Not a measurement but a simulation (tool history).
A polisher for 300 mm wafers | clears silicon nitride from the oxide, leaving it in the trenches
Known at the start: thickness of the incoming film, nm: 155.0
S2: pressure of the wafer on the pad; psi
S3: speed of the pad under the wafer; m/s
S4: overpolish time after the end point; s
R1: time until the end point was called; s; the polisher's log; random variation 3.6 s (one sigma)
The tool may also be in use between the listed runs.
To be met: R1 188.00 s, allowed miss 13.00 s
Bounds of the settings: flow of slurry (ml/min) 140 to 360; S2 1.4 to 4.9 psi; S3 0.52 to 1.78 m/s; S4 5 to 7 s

Run 1, hour 0.0: flow of slurry (ml/min) 230, S2 3.1 psi, S3 1.14 m/s, S4 7 s. Result: R1 109.51 s.
Run 2, hour 2.0: flow of slurry (ml/min) 230, S2 3.1 psi, S3 1.14 m/s, S4 7 s. Result: R1 113.33 s.
Run 3, hour 5.4: flow of slurry (ml/min) 230, S2 3.1 psi, S3 1.14 m/s, S4 7 s. Result: R1 113.88 s.
Run 4, hour 9.4: flow of slurry (ml/min) 230, S2 2.8 psi, S3 1.12 m/s, S4 7 s. Result: R1 131.39 s.
Run 5, hour 13.4: flow of slurry (ml/min) 230, S2 2.6 psi, S3 1.12 m/s, S4 7 s. Result: R1 136.86 s.
Run 6, hour 17.4: flow of slurry (ml/min) 230, S2 2.4 psi, S3 1.12 m/s, S4 7 s. Result: R1 152.47 s.
Run 7, hour 22.3: flow of slurry (ml/min) 230, S2 2.3 psi, S3 1.12 m/s, S4 7 s. Result: R1 153.38 s.
Run 8, hour 24.1: flow of slurry (ml/min) 230, S2 2.2 psi, S3 1.12 m/s, S4 7 s. Result: R1 155.16 s.
Run 9, hour 25.7: flow of slurry (ml/min) 230, S2 2.1 psi, S3 1.12 m/s, S4 7 s. Result: R1 168.53 s.

4 next moves are on the table. One of them brings every result within its allowed miss. Which?
Run A, hour 27.3: flow of slurry (ml/min) 250, S2 2.1 psi, S3 1.42 m/s, S4 5 s. Result: R1 ?.
Run B, hour 27.3: flow of slurry (ml/min) 215, S2 2.0 psi, S3 1.06 m/s, S4 7 s. Result: R1 ?.
Run C, hour 27.3: flow of slurry (ml/min) 270, S2 2.1 psi, S3 1.28 m/s, S4 5 s. Result: R1 ?.
Run D, hour 27.3: flow of slurry (ml/min) 230, S2 2.5 psi, S3 1.04 m/s, S4 7 s. Result: R1 ?.

move      R1
   A  143.90
   B  189.91
   C  154.33
   D  154.16
A: further off than the last run
B: meets every target
C: further off than the last run
D: further off than the last run
Move B is the one to make.

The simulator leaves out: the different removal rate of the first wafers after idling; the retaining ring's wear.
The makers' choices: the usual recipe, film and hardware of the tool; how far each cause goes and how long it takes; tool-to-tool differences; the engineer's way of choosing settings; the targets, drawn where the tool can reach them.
